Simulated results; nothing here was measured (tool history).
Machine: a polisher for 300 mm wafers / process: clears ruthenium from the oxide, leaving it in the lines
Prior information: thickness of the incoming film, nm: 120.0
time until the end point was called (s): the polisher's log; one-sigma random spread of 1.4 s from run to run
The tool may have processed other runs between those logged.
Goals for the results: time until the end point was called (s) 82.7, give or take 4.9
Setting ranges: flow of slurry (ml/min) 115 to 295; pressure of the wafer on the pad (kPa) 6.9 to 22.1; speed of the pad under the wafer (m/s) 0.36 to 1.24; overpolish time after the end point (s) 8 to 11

run    day  flow of slurry (ml/min)  pressure of the wafer on the pad (kPa)  speed of the pad under the wafer (m/s)  overpolish time after the end point (s)  time until the end point was called (s)
  1      0                      190                                    14.5                                     0.8                                       11                                   127.75
  2  0.125                      190                                    15.9                                    0.82                                       11                                   112.79
  3  0.171                      190                                    18.6                                    0.82                                       11                                   94.101
  4  0.446                      190                                    15.9                                    0.82                                       11                                   107.69
  5  0.812                      190                                    14.5                                    0.82                                       11                                   119.86
  6  0.954                      190                                    15.9                                    0.84                                       11                                    107.5
  7  1.029                      190                                    16.5                                    0.84                                       11                                   103.72
  8  1.338                      190                                    17.2                                    0.84                                       11                                   98.927
  9  1.688                      190                                    17.9                                    0.84                                       11                                   94.122
 10  1.879                      190                                    18.6                                    0.84                                       11                                   93.221

Which one of the following 4 next-run settings gets every result inside its allowed miss? There is exactly one.
  A  2.071                      185                                    20.7                                    0.84                                       11                                        ?
  B  2.071                      180                                    18.6                                    0.78                                        9                                        ?
  C  2.071                      230                                    15.9                                    0.86                                        8                                        ?
  D  2.071                      190                                    17.2                                    0.78                                        8                                        ?

move  time until the end point was called (s)
   A                                   83.836
   B                                    100.3
   C                                   103.03
   D                                   107.21
A: each result inside its tolerance
B: lands further from the targets than the last run did
C: lands further from the targets than the last run did
D: lands further from the targets than the last run did
Correct choice: A, which meets every target
